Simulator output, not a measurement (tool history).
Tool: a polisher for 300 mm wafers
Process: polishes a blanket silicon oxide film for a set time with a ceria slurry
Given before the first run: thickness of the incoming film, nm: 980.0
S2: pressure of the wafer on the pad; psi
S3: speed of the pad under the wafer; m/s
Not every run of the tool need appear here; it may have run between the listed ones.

{"run": 1, "hour": 0.0, "flow of slurry (ml/min)": 205, "S2": 2.4, "S3": 0.96, "polishing time (s)": 23, "film removed (Å)": 713.83}
{"run": 2, "hour": 8.8, "flow of slurry (ml/min)": 205, "S2": 2.2, "S3": 0.96, "polishing time (s)": 23, "film removed (Å)": 655.78}
{"run": 3, "hour": 12.2, "flow of slurry (ml/min)": 205, "S2": 2.2, "S3": 0.96, "polishing time (s)": 23, "film removed (Å)": 644.91}
{"run": 4, "hour": 18.0, "flow of slurry (ml/min)": 205, "S2": 2.2, "S3": 0.96, "polishing time (s)": 23, "film removed (Å)": 643.5}
{"run": 5, "hour": 26.0, "flow of slurry (ml/min)": 205, "S2": 2.2, "S3": 1.18, "polishing time (s)": 23, "film removed (Å)": 793.11}
{"hour": 33.6, "done": "head pressure recalibrated"}
{"run": 6, "hour": 33.6, "flow of slurry (ml/min)": 250, "S2": 2.2, "S3": 1.18, "polishing time (s)": 23, "film removed (Å)": 880.23}
{"run": 7, "hour": 37.0, "flow of slurry (ml/min)": 230, "S2": 1.9, "S3": 1.18, "polishing time (s)": 23, "film removed (Å)": 749.63}
{"run": 8, "hour": 38.2, "flow of slurry (ml/min)": 215, "S2": 1.7, "S3": 1.18, "polishing time (s)": 23, "film removed (Å)": 679.32}
{"run": 9, "hour": 39.8, "flow of slurry (ml/min)": 205, "S2": 1.5, "S3": 1.18, "polishing time (s)": 23, "film removed (Å)": 604.65}

What will run 10 give?
{"run": 10, "hour": 43.4, "flow of slurry (ml/min)": 195, "S2": 1.4, "S3": 1.18, "polishing time (s)": 23, "film removed (Å)": "?"}

{"run 10": {"film removed (Å)": 538.76}}
